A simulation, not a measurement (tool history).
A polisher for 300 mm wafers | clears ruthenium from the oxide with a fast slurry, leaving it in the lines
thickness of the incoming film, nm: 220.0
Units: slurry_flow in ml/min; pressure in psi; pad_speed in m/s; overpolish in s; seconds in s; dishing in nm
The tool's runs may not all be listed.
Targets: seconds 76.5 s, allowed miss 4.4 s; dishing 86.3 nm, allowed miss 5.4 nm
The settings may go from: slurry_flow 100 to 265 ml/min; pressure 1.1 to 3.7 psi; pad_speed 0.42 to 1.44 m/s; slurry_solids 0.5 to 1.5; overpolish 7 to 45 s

Run 1, hour 0: slurry_flow 170 ml/min, pressure 2.4 psi, pad_speed 0.92 m/s, slurry_solids 1, overpolish 23 s. Result: seconds 73.911 s, dishing 54.756 nm.
Run 2, hour 2.7: slurry_flow 170 ml/min, pressure 1.9 psi, pad_speed 0.92 m/s, slurry_solids 1, overpolish 23 s. Result: seconds 90.989 s, dishing 46.183 nm.
Run 3, hour 9: slurry_flow 170 ml/min, pressure 1.3 psi, pad_speed 0.92 m/s, slurry_solids 1, overpolish 23 s. Result: seconds 126.89 s, dishing 33.161 nm.
Run 4, hour 17.3: slurry_flow 170 ml/min, pressure 1.5 psi, pad_speed 0.92 m/s, slurry_solids 1, overpolish 25 s. Result: seconds 113.81 s, dishing 41.121 nm.
Run 5, hour 23.3: slurry_flow 170 ml/min, pressure 1.6 psi, pad_speed 0.92 m/s, slurry_solids 1, overpolish 26 s. Result: seconds 105.09 s, dishing 43.423 nm.
Run 6, hour 29: slurry_flow 170 ml/min, pressure 1.9 psi, pad_speed 0.92 m/s, slurry_solids 1, overpolish 26 s. Result: seconds 89.713 s, dishing 51.455 nm.
Run 7, hour 30.1: slurry_flow 170 ml/min, pressure 1.9 psi, pad_speed 0.92 m/s, slurry_solids 1, overpolish 28 s. Result: seconds 92.225 s, dishing 52.78 nm.
Run 8, hour 34.7: slurry_flow 170 ml/min, pressure 2 psi, pad_speed 0.92 m/s, slurry_solids 1, overpolish 30 s. Result: seconds 89.109 s, dishing 61.615 nm.
Run 9, hour 42.6: slurry_flow 170 ml/min, pressure 2.1 psi, pad_speed 0.92 m/s, slurry_solids 1, overpolish 31 s. Result: seconds 84.436 s, dishing 65.031 nm.
Run 10, hour 48: slurry_flow 170 ml/min, pressure 2.1 psi, pad_speed 0.92 m/s, slurry_solids 1, overpolish 32 s. Result: seconds 82.312 s, dishing 65.836 nm.
Run 11, hour 49.6: slurry_flow 170 ml/min, pressure 2.1 psi, pad_speed 0.92 m/s, slurry_solids 1, overpolish 33 s. Result: seconds 83.42 s, dishing 66.418 nm.
Run 12, hour 53.5: slurry_flow 170 ml/min, pressure 2.1 psi, pad_speed 0.92 m/s, slurry_solids 1, overpolish 34 s. Result: seconds 81.696 s, dishing 70.169 nm.

Which of these 5 next moves meets every target?
Run A, hour 57.4: slurry_flow 165 ml/min, pressure 2.2 psi, pad_speed 0.9 m/s, slurry_solids 1.15, overpolish 41 s. Result: seconds ?, dishing ?.
Run B, hour 57.4: slurry_flow 165 ml/min, pressure 2.1 psi, pad_speed 0.96 m/s, slurry_solids 1.1, overpolish 35 s. Result: seconds ?, dishing ?.
Run C, hour 57.4: slurry_flow 180 ml/min, pressure 3 psi, pad_speed 1.18 m/s, slurry_solids 0.55, overpolish 29 s. Result: seconds ?, dishing ?.
Run D, hour 57.4: slurry_flow 160 ml/min, pressure 1.9 psi, pad_speed 1.1 m/s, slurry_solids 1, overpolish 34 s. Result: seconds ?, dishing ?.
Run E, hour 57.4: slurry_flow 220 ml/min, pressure 1.9 psi, pad_speed 0.86 m/s, slurry_solids 1.2, overpolish 40 s. Result: seconds ?, dishing ?.

move  seconds  dishing
   A   77.127   83.494
   B   77.157   74.164
   C   66.779   71.718
   D   77.935   71.973
   E   86.658   75.156
A: meets every target
B: nearer than the last run, and not there yet
C: nearer than the last run, and not there yet
D: nearer than the last run, and not there yet
E: nearer than the last run, and not there yet
Move A is the one to make.

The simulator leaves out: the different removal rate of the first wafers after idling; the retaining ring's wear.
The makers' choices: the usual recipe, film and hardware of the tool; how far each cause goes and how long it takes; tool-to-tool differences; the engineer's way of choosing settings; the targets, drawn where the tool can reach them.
